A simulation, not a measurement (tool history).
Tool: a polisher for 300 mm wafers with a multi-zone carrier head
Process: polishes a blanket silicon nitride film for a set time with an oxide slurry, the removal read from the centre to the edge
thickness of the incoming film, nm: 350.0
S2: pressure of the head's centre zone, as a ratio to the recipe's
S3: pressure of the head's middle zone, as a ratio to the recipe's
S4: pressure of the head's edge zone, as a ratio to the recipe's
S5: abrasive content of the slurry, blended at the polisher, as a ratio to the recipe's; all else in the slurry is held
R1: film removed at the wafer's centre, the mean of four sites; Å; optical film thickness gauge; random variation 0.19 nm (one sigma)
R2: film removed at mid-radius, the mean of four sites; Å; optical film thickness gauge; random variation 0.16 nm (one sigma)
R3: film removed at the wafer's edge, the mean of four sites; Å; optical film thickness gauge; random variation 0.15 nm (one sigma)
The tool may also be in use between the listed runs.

Run 1, day 0: flow of slurry (ml/min) 200, S2 1, S3 1, S4 1, S5 1, polishing time (s) 34. Result: R1 204.54 Å, R2 189.02 Å, R3 187.11 Å.
Run 2, day 0.125: flow of slurry (ml/min) 200, S2 1, S3 1, S4 0.92, S5 1, polishing time (s) 34. Result: R1 204.25 Å, R2 186.88 Å, R3 181.76 Å.
Run 3, day 0.3: flow of slurry (ml/min) 200, S2 1, S3 1.03, S4 0.92, S5 1, polishing time (s) 34. Result: R1 206.34 Å, R2 187.82 Å, R3 179.29 Å.
Run 4, day 0.667: flow of slurry (ml/min) 200, S2 1, S3 0.98, S4 0.92, S5 1, polishing time (s) 34. Result: R1 207.95 Å, R2 181.17 Å, R3 182.73 Å.
Run 5, day 0.758: flow of slurry (ml/min) 195, S2 0.99, S3 1.01, S4 0.9, S5 0.85, polishing time (s) 34. Result: R1 182 Å, R2 169.47 Å, R3 158.83 Å.
Run 6, day 1.042: flow of slurry (ml/min) 185, S2 0.98, S3 1.01, S4 0.88, S5 0.8, polishing time (s) 34. Result: R1 166.05 Å, R2 156.56 Å, R3 145.64 Å.
At day 1.121: centre zone pressure recalibrated.
Run 7, day 1.121: flow of slurry (ml/min) 175, S2 0.98, S3 1.02, S4 0.87, S5 0.8, polishing time (s) 34. Result: R1 155.2 Å, R2 155.21 Å, R3 147.81 Å.

Run 8 comes next. What will it give?
Run 8, day 1.204: flow of slurry (ml/min) 185, S2 0.98, S3 1.02, S4 0.86, S5 0.75, polishing time (s) 34. Result: R1 ?, R2 ?, R3 ?.

Run 8 gave R1 143.71 Å, R2 148.5 Å, R3 137.1 Å.
